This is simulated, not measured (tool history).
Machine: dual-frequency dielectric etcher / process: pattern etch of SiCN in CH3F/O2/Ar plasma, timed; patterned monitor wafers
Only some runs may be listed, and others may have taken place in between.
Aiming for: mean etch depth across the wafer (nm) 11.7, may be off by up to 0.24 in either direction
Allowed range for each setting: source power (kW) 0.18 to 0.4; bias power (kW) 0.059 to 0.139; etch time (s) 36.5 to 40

run,day,source power (kW),bias power (kW),etch time (s),mean etch depth across the wafer (nm)
1,0,0.29,0.099,40,14.29
2,0.2,0.29,0.116,40,15.11
3,0.558,0.29,0.106,40,14.563
4,0.662,0.29,0.1,40,14.397
5,0.892,0.29,0.1,40,14.368
6,1.258,0.27,0.1,40,14.057
7,1.575,0.26,0.094,39.5,13.405
8,1.904,0.25,0.091,39.5,13.058
9,2.183,0.24,0.089,39.5,12.736
10,2.504,0.23,0.088,39.5,12.492
11,2.708,0.22,0.087,39.5,12.271
12,2.883,0.19,0.084,39.5,11.425

Of the 5 settings listed for the next run, only one would bring every result within its allowed miss of target. Which one?
A,3.058,0.21,0.079,37.5,?
B,3.058,0.23,0.072,38,?
C,3.058,0.18,0.098,37.5,?
D,3.058,0.22,0.077,39,?
E,3.058,0.2,0.09,36.5,?

move,mean etch depth across the wafer (nm)
A,11.04
B,11.275
C,11.132
D,11.602
E,10.981
A: its largest miss is bigger than the last run's
B: its largest miss is bigger than the last run's
C: its largest miss is bigger than the last run's
D: all results land within tolerance of their targets
E: its largest miss is bigger than the last run's
Go with D: it meets all targets.
